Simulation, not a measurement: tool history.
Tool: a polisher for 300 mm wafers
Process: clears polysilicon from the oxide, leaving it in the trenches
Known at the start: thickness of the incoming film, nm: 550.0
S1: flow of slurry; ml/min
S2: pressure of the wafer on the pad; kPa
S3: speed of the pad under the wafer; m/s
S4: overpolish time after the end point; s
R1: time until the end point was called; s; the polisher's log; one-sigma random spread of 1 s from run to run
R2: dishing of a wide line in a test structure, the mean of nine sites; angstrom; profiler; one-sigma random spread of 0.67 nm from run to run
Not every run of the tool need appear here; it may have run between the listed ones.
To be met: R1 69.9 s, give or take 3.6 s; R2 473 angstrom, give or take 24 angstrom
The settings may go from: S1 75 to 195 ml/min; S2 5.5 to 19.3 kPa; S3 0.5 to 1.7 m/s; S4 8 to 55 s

run    day   S1    S2    S3  S4      R1      R2
  1      0  125  12.4   1.1  28  46.126  662.01
  2  0.321  105  12.4   1.1  28  48.593  659.27
  3  0.646  105   9.7   1.1  28  59.701  641.21
  4  0.775  105   9.7  0.94  28  70.946  638.62
  5  1.112  100     9     1  24  71.026  613.27
  6  1.396   90     9     1  24  71.177  609.29
  7  1.571   85   8.3  1.06  21  75.893  600.76
  8  1.946   85   7.6  1.14  19  75.694  574.92
  9  2.258   75   5.5  1.44   8  83.115  357.38
 10  2.596   80   6.2   1.4   9   73.92  420.49

Next run, 5 choices. One meets every target within its allowed miss, the rest don't. Which?
  A  2.933  135  6.9   1.2  13   ?   ?
  B  2.933   95  5.5   1.6   8   ?   ?
  C  2.933   90    9  1.18  13   ?   ?
  D  2.933  110  5.5  1.54  11   ?   ?
  E  2.933   95    9  1.18  12   ?   ?

move      R1      R2
   A  67.814  519.47
   B   67.33  407.28
   C  60.573  543.09
   D  67.222  483.89
   E  59.615   529.9
A: takes the biggest miss from the last run beyond its target
B: moves away from the targets compared with the last run
C: takes the biggest miss from the last run beyond its target
D: each result inside its tolerance
E: takes the biggest miss from the last run beyond its target
D meets every target.
